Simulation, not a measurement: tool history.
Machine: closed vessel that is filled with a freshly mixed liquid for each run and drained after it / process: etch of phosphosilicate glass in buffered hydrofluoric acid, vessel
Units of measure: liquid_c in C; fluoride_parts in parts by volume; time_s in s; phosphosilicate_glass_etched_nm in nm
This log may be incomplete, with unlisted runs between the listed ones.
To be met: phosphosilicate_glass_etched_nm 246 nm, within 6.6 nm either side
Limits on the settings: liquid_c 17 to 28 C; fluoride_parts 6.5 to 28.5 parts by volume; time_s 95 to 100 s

run,day,liquid_c,fluoride_parts,time_s,phosphosilicate_glass_etched_nm
1,0,20,17.5,95,176.88
2,0.358,21,17.5,95,184.87
3,0.65,21,21,95,156.58
4,0.95,21,21,95,155.41
5,1.162,22,21,95,165.14
6,1.379,22,18,95,189.65
7,1.588,22.5,18,95,195.53
8,1.758,23,18,95,202.47

4 candidate next runs follow, results not yet known. Just one meets every target within its allowed miss. Identify it.
A,1.929,24.5,16,100,?
B,1.929,23,16.5,100,?
C,1.929,21.5,16,100,?
D,1.929,21,13,95,?

move,phosphosilicate_glass_etched_nm
A,258.7
B,231.22
C,219.37
D,248.48
A: pushes the last run's worst result past its target
B: moves toward the targets from the last run without getting all of them in spec
C: moves toward the targets from the last run without getting all of them in spec
D: all results in spec
Correct choice: D, which meets every target
